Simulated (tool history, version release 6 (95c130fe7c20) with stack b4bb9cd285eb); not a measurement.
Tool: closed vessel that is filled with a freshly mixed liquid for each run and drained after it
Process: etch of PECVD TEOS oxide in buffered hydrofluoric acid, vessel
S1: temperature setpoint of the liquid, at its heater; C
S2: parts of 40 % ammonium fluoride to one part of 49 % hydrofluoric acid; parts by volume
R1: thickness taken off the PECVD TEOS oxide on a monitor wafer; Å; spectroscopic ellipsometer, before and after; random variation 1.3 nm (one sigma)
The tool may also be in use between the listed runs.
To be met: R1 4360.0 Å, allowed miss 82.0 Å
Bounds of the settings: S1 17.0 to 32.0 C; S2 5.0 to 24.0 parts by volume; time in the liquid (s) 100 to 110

run 1 hour=0.0 | S1=24.0 S2=14.5 time_in_the_liquid_(s)=100 | R1=1906.3
run 2 hour=1.5 | S1=26.0 S2=13.0 time_in_the_liquid_(s)=100 | R1=2380.1
run 3 hour=4.8 | S1=27.5 S2=12.0 time_in_the_liquid_(s)=100 | R1=2765.0
run 4 hour=12.3 | S1=28.5 S2=11.0 time_in_the_liquid_(s)=100 | R1=3185.5
run 5 hour=15.3 | S1=27.0 S2=11.0 time_in_the_liquid_(s)=100 | R1=2945.8
run 6 hour=20.4 | S1=27.0 S2=12.5 time_in_the_liquid_(s)=100 | R1=2601.1
run 7 hour=28.2 | S1=28.5 S2=11.5 time_in_the_liquid_(s)=100 | R1=3059.0
run 8 hour=29.1 | S1=29.5 S2=11.0 time_in_the_liquid_(s)=100 | R1=3341.6
run 9 hour=34.2 | S1=30.0 S2=10.5 time_in_the_liquid_(s)=100 | R1=3619.1
run 10 hour=42.2 | S1=30.5 S2=10.5 time_in_the_liquid_(s)=100 | R1=3698.2
run 11 hour=44.8 | S1=31.0 S2=10.0 time_in_the_liquid_(s)=100 | R1=4005.3

4 next moves are on the table. One of them brings every result within its allowed miss. Which?
run A hour=47.4 | S1=31.5 S2=9.0 time_in_the_liquid_(s)=105 | R1=?
run B hour=47.4 | S1=32.0 S2=11.5 time_in_the_liquid_(s)=100 | R1=?
run C hour=47.4 | S1=31.0 S2=10.0 time_in_the_liquid_(s)=110 | R1=?
run D hour=47.4 | S1=28.0 S2=8.0 time_in_the_liquid_(s)=100 | R1=?

move=A R1=4593.2
move=B R1=3668.5
move=C R1=4388.6
move=D R1=4135.9
A: takes the result that was furthest off past its target
B: further off than the last run
C: meets every target
D: nearer than the last run, and not there yet
Answer: C
